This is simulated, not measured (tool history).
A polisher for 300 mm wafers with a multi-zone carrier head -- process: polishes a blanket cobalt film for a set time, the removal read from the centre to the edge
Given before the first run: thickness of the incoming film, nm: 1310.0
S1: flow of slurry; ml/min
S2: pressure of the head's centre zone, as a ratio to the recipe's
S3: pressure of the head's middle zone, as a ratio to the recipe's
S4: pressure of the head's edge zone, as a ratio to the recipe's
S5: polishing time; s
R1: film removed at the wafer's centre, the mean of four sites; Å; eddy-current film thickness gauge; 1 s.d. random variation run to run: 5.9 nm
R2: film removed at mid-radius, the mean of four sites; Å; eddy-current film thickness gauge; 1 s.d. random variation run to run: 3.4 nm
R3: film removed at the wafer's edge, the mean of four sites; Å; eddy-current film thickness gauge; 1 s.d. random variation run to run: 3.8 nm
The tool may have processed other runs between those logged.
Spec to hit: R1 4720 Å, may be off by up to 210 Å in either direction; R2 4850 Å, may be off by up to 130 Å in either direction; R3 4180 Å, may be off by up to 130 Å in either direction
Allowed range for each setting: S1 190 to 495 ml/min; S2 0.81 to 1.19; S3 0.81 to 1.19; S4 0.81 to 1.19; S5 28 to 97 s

run  hour   S1    S2    S3    S4  S5      R1      R2      R3
  1     0  320     1     1     1  62  4300.7  4034.6  4008.2
  2   6.9  325  1.01  1.02     1  62  4248.8  4008.4  3959.5
  3   8.8  325  1.01  1.04  0.99  63  4270.4  4206.6  4056.2
  4  15.6  330  1.02  1.05  0.98  63  4339.5  4239.7  3996.4
  5  16.8  370  1.02  1.05  0.98  63  4344.7  4228.1  4043.5
  6  25.2  370  1.07  1.05  0.98  63  4697.7  4280.3  4066.9
  7  26.8  370  1.07  1.07  0.98  63  4681.5  4355.6  4018.4
  8  33.9  370  1.07  1.08  0.99  63  4665.1  4436.9  4115.1
  9  39.3  370  1.07  1.09  0.99  63  4606.9  4423.7  4088.2
 10  43.7  370  1.07   1.1  0.99  63  4504.7  4505.9  4051.8
 11  45.9  370  1.08  1.11  0.99  63    4680  4469.4  4131.5
 12  47.7  375  1.08  1.12  0.98  63  4643.8  4502.3  3993.2
 13    49  375  1.08  1.13  0.99  63  4719.2  4478.5  3973.9
 14  53.8  380  1.07  1.14  0.99  64  4744.9  4656.7  4120.3
     58.4  -- centre zone pressure recalibrated
 15  58.4  380  1.07  1.15  0.99  64  4485.5  4670.8  4135.4

Consider the 4 candidate settings below. Which is the only one whose results all fall within their allowed miss of target?
  A    63  335  1.03  0.99  0.99  70   ?   ?   ?
  B    63  400  1.02  1.19  0.95  63   ?   ?   ?
  C    63  245  1.11  1.15  0.92  69   ?   ?   ?
  D    63  395  1.15  1.13  0.92  67   ?   ?   ?

move      R1      R2      R3
   A  4744.5  4444.1  4459.5
   B    4296  4742.6  3964.6
   C  4888.9  4840.6  4148.9
   D  5134.7  4816.3  4154.1
A: moves away from the targets compared with the last run
B: puts the biggest miss on target and leaves a different result outside tolerance
C: every result within its allowed miss
D: puts the biggest miss on target and leaves a different result outside tolerance
Correct choice: C, which meets every target
